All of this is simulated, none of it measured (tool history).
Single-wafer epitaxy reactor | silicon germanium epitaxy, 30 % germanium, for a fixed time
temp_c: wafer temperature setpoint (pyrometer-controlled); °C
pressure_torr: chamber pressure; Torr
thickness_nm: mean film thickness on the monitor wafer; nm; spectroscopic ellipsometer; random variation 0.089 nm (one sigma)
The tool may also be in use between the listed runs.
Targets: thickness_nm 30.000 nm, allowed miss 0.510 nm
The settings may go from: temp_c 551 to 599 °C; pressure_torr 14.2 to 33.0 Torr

{"run": 1, "hour": 0.0, "temp_c": 575, "pressure_torr": 23.6, "thickness_nm": 47.414}
{"run": 2, "hour": 8.8, "temp_c": 575, "pressure_torr": 25.3, "thickness_nm": 48.145}
{"run": 3, "hour": 12.4, "temp_c": 571, "pressure_torr": 25.1, "thickness_nm": 45.042}
{"run": 4, "hour": 16.8, "temp_c": 567, "pressure_torr": 24.5, "thickness_nm": 41.606}
{"run": 5, "hour": 20.8, "temp_c": 564, "pressure_torr": 23.9, "thickness_nm": 39.061}
{"run": 6, "hour": 28.0, "temp_c": 564, "pressure_torr": 26.1, "thickness_nm": 40.686}
{"run": 7, "hour": 32.0, "temp_c": 562, "pressure_torr": 25.3, "thickness_nm": 38.743}
{"run": 8, "hour": 40.6, "temp_c": 560, "pressure_torr": 24.6, "thickness_nm": 36.82}
{"run": 9, "hour": 48.9, "temp_c": 558, "pressure_torr": 24.1, "thickness_nm": 35.355}
{"run": 10, "hour": 50.1, "temp_c": 557, "pressure_torr": 23.6, "thickness_nm": 34.38}
{"run": 11, "hour": 52.9, "temp_c": 556, "pressure_torr": 23.3, "thickness_nm": 33.798}
{"run": 12, "hour": 53.7, "temp_c": 555, "pressure_torr": 22.9, "thickness_nm": 32.81}
{"run": 13, "hour": 58.3, "temp_c": 554, "pressure_torr": 22.7, "thickness_nm": 32.189}
{"run": 14, "hour": 62.6, "temp_c": 553, "pressure_torr": 22.5, "thickness_nm": 31.533}
{"run": 15, "hour": 68.0, "temp_c": 553, "pressure_torr": 22.3, "thickness_nm": 31.466}
{"run": 16, "hour": 73.7, "temp_c": 553, "pressure_torr": 22.2, "thickness_nm": 31.617}
{"run": 17, "hour": 81.9, "temp_c": 553, "pressure_torr": 22.0, "thickness_nm": 31.361}
{"run": 18, "hour": 89.1, "temp_c": 553, "pressure_torr": 22.0, "thickness_nm": 31.378}

4 next moves are on the table. One of them brings every result within its allowed miss. Which?
{"run": "A", "hour": 96.3, "temp_c": 554, "pressure_torr": 21.2, "thickness_nm": "?"}
{"run": "B", "hour": 96.3, "temp_c": 556, "pressure_torr": 22.8, "thickness_nm": "?"}
{"run": "C", "hour": 96.3, "temp_c": 558, "pressure_torr": 15.0, "thickness_nm": "?"}
{"run": "D", "hour": 96.3, "temp_c": 556, "pressure_torr": 15.0, "thickness_nm": "?"}

move=A thickness_nm=31.379
move=B thickness_nm=33.371
move=C thickness_nm=29.854
move=D thickness_nm=28.816
A: as far off as the last run
B: further off than the last run
C: meets every target
D: takes the result that was furthest off past its target
The right move is C.
